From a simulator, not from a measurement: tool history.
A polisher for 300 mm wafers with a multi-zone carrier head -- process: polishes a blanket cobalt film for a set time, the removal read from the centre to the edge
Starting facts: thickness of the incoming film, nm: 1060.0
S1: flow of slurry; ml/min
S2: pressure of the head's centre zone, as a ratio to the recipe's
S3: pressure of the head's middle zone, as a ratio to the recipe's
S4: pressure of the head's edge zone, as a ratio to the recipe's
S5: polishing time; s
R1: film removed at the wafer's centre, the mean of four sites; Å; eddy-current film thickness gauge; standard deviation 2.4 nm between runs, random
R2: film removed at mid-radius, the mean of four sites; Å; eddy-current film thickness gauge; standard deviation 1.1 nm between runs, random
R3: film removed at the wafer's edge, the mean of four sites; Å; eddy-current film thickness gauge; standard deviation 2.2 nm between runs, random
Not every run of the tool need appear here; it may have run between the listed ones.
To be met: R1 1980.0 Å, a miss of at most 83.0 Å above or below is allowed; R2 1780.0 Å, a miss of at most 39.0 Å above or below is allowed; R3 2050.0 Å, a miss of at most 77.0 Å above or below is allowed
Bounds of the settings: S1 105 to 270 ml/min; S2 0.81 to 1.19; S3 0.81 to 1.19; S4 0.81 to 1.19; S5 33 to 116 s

{"run": 1, "hour": 0.0, "S1": 175, "S2": 1.0, "S3": 1.0, "S4": 1.0, "S5": 74, "R1": 2836.9, "R2": 3136.7, "R3": 3185.1}
{"run": 2, "hour": 2.2, "S1": 165, "S2": 1.01, "S3": 0.97, "S4": 0.98, "S5": 69, "R1": 2602.7, "R2": 2829.8, "R3": 2950.1}
{"run": 3, "hour": 9.9, "S1": 160, "S2": 1.03, "S3": 0.94, "S4": 0.96, "S5": 65, "R1": 2460.8, "R2": 2580.6, "R3": 2727.3}
{"run": 4, "hour": 10.4, "S1": 155, "S2": 1.05, "S3": 0.92, "S4": 0.95, "S5": 62, "R1": 2432.2, "R2": 2381.1, "R3": 2601.7}
{"run": 5, "hour": 16.0, "S1": 155, "S2": 1.05, "S3": 0.92, "S4": 0.95, "S5": 50, "R1": 1941.0, "R2": 1902.7, "R3": 2078.2}
{"run": 6, "hour": 17.7, "S1": 150, "S2": 1.06, "S3": 0.91, "S4": 0.95, "S5": 50, "R1": 1942.8, "R2": 1873.0, "R3": 2136.5}
{"run": 7, "hour": 21.8, "S1": 145, "S2": 1.07, "S3": 0.91, "S4": 0.94, "S5": 50, "R1": 1974.4, "R2": 1895.7, "R3": 2096.6}
{"run": 8, "hour": 25.6, "S1": 120, "S2": 1.09, "S3": 0.84, "S4": 0.93, "S5": 50, "R1": 1858.6, "R2": 1673.9, "R3": 1986.7}
{"run": 9, "hour": 32.1, "S1": 125, "S2": 1.09, "S3": 0.84, "S4": 0.93, "S5": 50, "R1": 1882.7, "R2": 1691.4, "R3": 1980.8}
{"run": 10, "hour": 34.6, "S1": 130, "S2": 1.09, "S3": 0.84, "S4": 0.93, "S5": 50, "R1": 1956.5, "R2": 1697.5, "R3": 2042.1}

Exercise: of the 4 proposed moves below, exactly one satisfies all targets within the stated allowed misses. Which move is it?
{"run": "A", "hour": 37.1, "S1": 135, "S2": 1.12, "S3": 0.81, "S4": 0.95, "S5": 50, "R1": "?", "R2": "?", "R3": "?"}
{"run": "B", "hour": 37.1, "S1": 115, "S2": 1.05, "S3": 0.87, "S4": 0.92, "S5": 51, "R1": "?", "R2": "?", "R3": "?"}
{"run": "C", "hour": 37.1, "S1": 140, "S2": 1.13, "S3": 0.81, "S4": 0.98, "S5": 48, "R1": "?", "R2": "?", "R3": "?"}
{"run": "D", "hour": 37.1, "S1": 170, "S2": 1.08, "S3": 0.87, "S4": 0.95, "S5": 48, "R1": "?", "R2": "?", "R3": "?"}

move=A R1=2032.5 R2=1695.1 R3=2047.8
move=B R1=1847.8 R2=1755.3 R3=1993.9
move=C R1=1988.6 R2=1641.6 R3=2007.7
move=D R1=1989.9 R2=1814.1 R3=2036.2
A: just as far off the targets as the last run
B: the worst result of the last run now meets its target, but another is out of spec
C: misses by more than the last run did
D: all results land within tolerance of their targets
So the answer is move D, the one that meets all the targets.
